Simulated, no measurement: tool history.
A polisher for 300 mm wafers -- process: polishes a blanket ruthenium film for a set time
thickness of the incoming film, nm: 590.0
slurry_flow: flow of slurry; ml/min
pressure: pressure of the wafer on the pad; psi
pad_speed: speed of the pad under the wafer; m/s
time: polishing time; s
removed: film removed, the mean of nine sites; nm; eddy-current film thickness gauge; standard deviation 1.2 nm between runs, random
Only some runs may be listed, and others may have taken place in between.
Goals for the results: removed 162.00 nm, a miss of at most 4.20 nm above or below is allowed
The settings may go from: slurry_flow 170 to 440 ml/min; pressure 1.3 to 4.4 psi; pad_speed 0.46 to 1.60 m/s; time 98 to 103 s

Run 1, hour 0.0: slurry_flow 280 ml/min, pressure 2.8 psi, pad_speed 1.02 m/s, time 98 s. Result: removed 126.55 nm.
Run 2, hour 0.7: slurry_flow 210 ml/min, pressure 2.8 psi, pad_speed 1.02 m/s, time 98 s. Result: removed 125.62 nm.
Run 3, hour 1.8: slurry_flow 210 ml/min, pressure 2.9 psi, pad_speed 1.02 m/s, time 98 s. Result: removed 128.53 nm.
Run 4, hour 5.2: slurry_flow 210 ml/min, pressure 3.0 psi, pad_speed 1.02 m/s, time 98 s. Result: removed 131.96 nm.
Run 5, hour 12.6: slurry_flow 210 ml/min, pressure 3.0 psi, pad_speed 1.02 m/s, time 103 s. Result: removed 139.33 nm.
Run 6, hour 16.4: slurry_flow 210 ml/min, pressure 3.1 psi, pad_speed 1.02 m/s, time 103 s. Result: removed 143.88 nm.
Run 7, hour 17.1: slurry_flow 210 ml/min, pressure 3.2 psi, pad_speed 1.02 m/s, time 103 s. Result: removed 149.75 nm.
Run 8, hour 25.7: slurry_flow 215 ml/min, pressure 3.3 psi, pad_speed 1.02 m/s, time 103 s. Result: removed 153.34 nm.
Run 9, hour 27.0: slurry_flow 215 ml/min, pressure 3.4 psi, pad_speed 1.02 m/s, time 103 s. Result: removed 156.90 nm.

Pick the move, out of 5, that brings all results within their allowed miss; only one does.
Run A, hour 28.3: slurry_flow 240 ml/min, pressure 3.5 psi, pad_speed 0.92 m/s, time 103 s. Result: removed ?.
Run B, hour 28.3: slurry_flow 190 ml/min, pressure 3.1 psi, pad_speed 1.10 m/s, time 102 s. Result: removed ?.
Run C, hour 28.3: slurry_flow 240 ml/min, pressure 2.7 psi, pad_speed 1.22 m/s, time 103 s. Result: removed ?.
Run D, hour 28.3: slurry_flow 240 ml/min, pressure 3.8 psi, pad_speed 0.86 m/s, time 100 s. Result: removed ?.
Run E, hour 28.3: slurry_flow 195 ml/min, pressure 3.9 psi, pad_speed 0.90 m/s, time 103 s. Result: removed ?.

move  removed
   A   150.71
   B   151.56
   C   149.88
   D   149.68
   E   161.22
A: lands further from the targets than the last run did
B: lands further from the targets than the last run did
C: lands further from the targets than the last run did
D: lands further from the targets than the last run did
E: all results land within tolerance of their targets
Go with E: it meets all targets.

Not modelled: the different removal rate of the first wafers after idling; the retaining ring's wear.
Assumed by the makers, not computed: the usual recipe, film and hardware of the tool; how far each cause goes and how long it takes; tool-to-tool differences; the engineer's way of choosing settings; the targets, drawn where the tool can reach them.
